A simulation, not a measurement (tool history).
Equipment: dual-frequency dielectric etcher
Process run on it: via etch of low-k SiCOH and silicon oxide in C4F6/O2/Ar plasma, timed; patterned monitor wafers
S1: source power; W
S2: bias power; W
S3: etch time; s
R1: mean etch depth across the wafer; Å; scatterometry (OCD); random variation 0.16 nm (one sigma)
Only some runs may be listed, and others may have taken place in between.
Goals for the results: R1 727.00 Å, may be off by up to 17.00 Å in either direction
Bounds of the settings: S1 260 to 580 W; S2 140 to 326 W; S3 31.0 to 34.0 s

Run 1, hour 0.0: S1 420 W, S2 233 W, S3 34.0 s. Result: R1 889.57 Å.
Run 2, hour 8.7: S1 400 W, S2 224 W, S3 34.0 s. Result: R1 865.39 Å.
Run 3, hour 15.7: S1 380 W, S2 215 W, S3 33.5 s. Result: R1 828.45 Å.
Run 4, hour 19.0: S1 360 W, S2 210 W, S3 33.5 s. Result: R1 813.47 Å.
Run 5, hour 23.7: S1 300 W, S2 210 W, S3 33.5 s. Result: R1 784.84 Å.
Run 6, hour 28.0: S1 300 W, S2 204 W, S3 33.5 s. Result: R1 774.22 Å.
Run 7, hour 34.7: S1 300 W, S2 200 W, S3 33.5 s. Result: R1 766.40 Å.
Run 8, hour 43.0: S1 300 W, S2 197 W, S3 33.5 s. Result: R1 758.96 Å.
Run 9, hour 44.1: S1 300 W, S2 195 W, S3 33.5 s. Result: R1 757.68 Å.

Pick the move, out of 4, that brings all results within their allowed miss; only one does.
Run A, hour 45.2: S1 300 W, S2 213 W, S3 33.0 s. Result: R1 ?.
Run B, hour 45.2: S1 290 W, S2 217 W, S3 31.0 s. Result: R1 ?.
Run C, hour 45.2: S1 260 W, S2 222 W, S3 32.5 s. Result: R1 ?.
Run D, hour 45.2: S1 310 W, S2 213 W, S3 34.0 s. Result: R1 ?.

move      R1
   A  778.42
   B  733.25
   C  762.76
   D  806.75
A: further off than the last run
B: all results land within tolerance of their targets
C: further off than the last run
D: further off than the last run
Answer: B

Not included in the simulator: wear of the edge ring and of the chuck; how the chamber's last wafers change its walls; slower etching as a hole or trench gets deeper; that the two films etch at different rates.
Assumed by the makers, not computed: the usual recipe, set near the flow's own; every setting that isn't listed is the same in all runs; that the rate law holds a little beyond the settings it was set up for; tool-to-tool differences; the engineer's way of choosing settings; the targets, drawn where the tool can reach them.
